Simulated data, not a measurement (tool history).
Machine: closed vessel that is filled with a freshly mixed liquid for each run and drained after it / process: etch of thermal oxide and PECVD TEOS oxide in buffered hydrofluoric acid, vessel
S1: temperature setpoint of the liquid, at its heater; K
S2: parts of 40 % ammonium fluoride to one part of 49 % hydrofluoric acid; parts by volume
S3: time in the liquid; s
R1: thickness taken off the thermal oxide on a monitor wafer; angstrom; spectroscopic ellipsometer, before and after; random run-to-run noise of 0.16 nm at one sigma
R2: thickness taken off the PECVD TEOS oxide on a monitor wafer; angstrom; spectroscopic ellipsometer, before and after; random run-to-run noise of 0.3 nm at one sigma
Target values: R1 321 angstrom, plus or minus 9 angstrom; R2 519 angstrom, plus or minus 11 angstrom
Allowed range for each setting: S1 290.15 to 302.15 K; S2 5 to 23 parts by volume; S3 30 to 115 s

run,hour,S1,S2,S3,R1,R2
1,0,294.15,14,60,418.96,671.59
2,9,293.15,14,60,392.28,637.58
3,17.7,292.65,14,60,385.69,611.35
4,25.9,292.65,14,80,506.28,833.22
5,33.7,292.65,14,90,568.44,923.65
# hour 39.3: hydrofluoric acid flow meter replaced
6,39.3,292.65,17.5,90,521.15,840.56
7,48.1,292.65,17.5,90,524.3,837.62
8,51.8,292.15,18.5,85,454.81,730.32
9,60.9,291.65,19.5,85,420.74,679.06
10,64.5,291.15,20.5,85,388.55,633.61
11,69.9,291.15,21,85,383.71,622.43

4 next moves are on the table. One of them brings every result within its allowed miss. Which?
A,75.3,290.15,23,80,?,?
B,75.3,292.15,23,65,?,?
C,75.3,294.65,20,60,?,?
D,75.3,290.15,21.5,80,?,?

move,R1,R2
A,318.24,514.45
B,289.76,468.42
C,338.89,547.84
D,333.43,539.01
A: each result inside its tolerance
B: takes the biggest miss from the last run beyond its target
C: better than the last run, though not everything is in spec
D: better than the last run, though not everything is in spec
Move A is the one to make.
